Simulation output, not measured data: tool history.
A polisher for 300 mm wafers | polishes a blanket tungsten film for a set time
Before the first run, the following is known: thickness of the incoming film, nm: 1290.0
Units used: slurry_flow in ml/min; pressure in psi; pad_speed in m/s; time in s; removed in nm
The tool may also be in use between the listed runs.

| run | hour | slurry_flow | pressure | pad_speed | slurry_solids | time | removed |
|---|---|---|---|---|---|---|---|
| 1 | 0.0 | 315 | 4.9 | 1.06 | 1.0 | 42 | 249.21 |
| 2 | 1.4 | 265 | 4.9 | 1.06 | 1.0 | 42 | 248.27 |
| 3 | 8.9 | 265 | 5.4 | 1.06 | 1.0 | 42 | 269.47 |
| 4 | 10.9 | 265 | 5.4 | 1.06 | 1.0 | 38 | 241.91 |
| 5 | 14.0 | 265 | 5.4 | 1.20 | 1.0 | 38 | 270.61 |
| 6 | 19.1 | 265 | 5.4 | 1.20 | 1.0 | 38 | 276.26 |
| 7 | 21.3 | 265 | 4.0 | 1.16 | 1.0 | 38 | 204.27 |

Forecast run 8:
| 8 | 25.4 | 265 | 3.7 | 1.16 | 1.0 | 38 | ? |

Logged for run 8: removed 188.22 nm.
